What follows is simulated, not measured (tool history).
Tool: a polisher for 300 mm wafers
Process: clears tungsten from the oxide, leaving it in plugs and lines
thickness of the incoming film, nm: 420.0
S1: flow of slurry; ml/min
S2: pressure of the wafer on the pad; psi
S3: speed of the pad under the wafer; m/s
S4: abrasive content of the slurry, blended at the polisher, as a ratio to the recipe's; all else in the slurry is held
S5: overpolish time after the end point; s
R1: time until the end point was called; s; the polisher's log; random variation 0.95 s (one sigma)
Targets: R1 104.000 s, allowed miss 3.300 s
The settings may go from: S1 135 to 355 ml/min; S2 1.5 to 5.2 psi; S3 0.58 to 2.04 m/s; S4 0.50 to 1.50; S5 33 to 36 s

run	hour	S1	S2	S3	S4	S5	R1
1	0.0	225	3.3	1.30	1.00	33	75.981
2	6.3	225	3.3	1.30	1.15	33	73.353
3	8.3	225	3.3	1.54	1.15	33	62.038
4	16.5	225	3.0	1.54	1.15	33	68.108
5	22.8	225	2.8	1.54	1.15	33	71.673
# hour 25.6: slurry nozzle cleaned
6	25.6	225	2.6	1.54	1.15	33	72.626
7	28.5	225	2.4	1.52	1.15	33	80.213
8	33.2	215	1.5	1.52	1.15	33	125.740

5 next moves are on the table. One of them brings every result within its allowed miss. Which?
A	37.9	210	1.5	1.24	1.10	33	?
B	37.9	250	1.5	1.22	1.10	33	?
C	37.9	220	1.9	1.48	1.15	33	?
D	37.9	215	1.8	1.64	1.20	35	?
E	37.9	255	1.9	1.68	0.95	33	?

move	R1
A	156.000
B	155.590
C	103.410
D	97.667
E	94.483
A: further off than the last run
B: further off than the last run
C: meets every target
D: takes the result that was furthest off past its target
E: takes the result that was furthest off past its target
Move C is the one to make.

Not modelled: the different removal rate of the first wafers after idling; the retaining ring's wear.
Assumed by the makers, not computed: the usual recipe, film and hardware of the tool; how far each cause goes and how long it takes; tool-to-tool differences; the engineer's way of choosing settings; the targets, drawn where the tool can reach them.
